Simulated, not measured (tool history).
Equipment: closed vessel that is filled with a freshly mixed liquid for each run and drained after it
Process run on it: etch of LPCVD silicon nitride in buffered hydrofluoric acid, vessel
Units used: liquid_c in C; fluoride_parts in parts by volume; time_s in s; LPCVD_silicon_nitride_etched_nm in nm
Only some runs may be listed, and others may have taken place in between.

run,hour,liquid_c,fluoride_parts,time_s,LPCVD_silicon_nitride_etched_nm
1,0.0,23.0,14,2705,31.457
2,6.5,24.0,14,2705,32.415
3,13.6,25.0,14,2705,34.870
4,15.3,23.0,14,2705,30.976
5,17.6,20.5,14,2705,27.041
6,26.5,22.5,14,2705,30.212
7,30.2,24.0,14,2705,32.408
8,32.7,25.0,14,2705,34.445
9,37.7,25.5,14,2705,35.479

What will run 10 give?
10,39.9,26.0,14,2705,?

LPCVD_silicon_nitride_etched_nm: 36.368 nm
